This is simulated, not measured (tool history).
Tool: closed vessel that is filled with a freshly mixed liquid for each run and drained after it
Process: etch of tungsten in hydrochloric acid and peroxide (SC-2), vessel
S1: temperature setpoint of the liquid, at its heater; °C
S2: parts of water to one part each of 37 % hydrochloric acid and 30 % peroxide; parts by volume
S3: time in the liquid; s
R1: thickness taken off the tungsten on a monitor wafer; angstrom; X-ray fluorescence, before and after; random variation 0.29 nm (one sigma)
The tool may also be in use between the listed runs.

| run | hour | S1 | S2 | S3 | R1 |
|---|---|---|---|---|---|
| 1 | 0.0 | 56.0 | 5 | 145 | 637.19 |
| 2 | 3.4 | 56.0 | 5 | 145 | 641.48 |
| 3 | 11.5 | 56.0 | 6 | 145 | 560.49 |
| 4 | 14.8 | 56.0 | 6 | 145 | 558.84 |
| 5 | 22.1 | 53.5 | 6 | 145 | 476.65 |
| 6 | 25.2 | 48.0 | 6 | 145 | 330.64 |
| 7 | 32.9 | 52.0 | 6 | 145 | 432.20 |
| 8 | 34.8 | 55.0 | 6 | 145 | 524.31 |

The next listed run, before its measurement:
| 9 | 36.2 | 57.5 | 6 | 145 | ? |

Run 9 gave R1 615.09 angstrom.
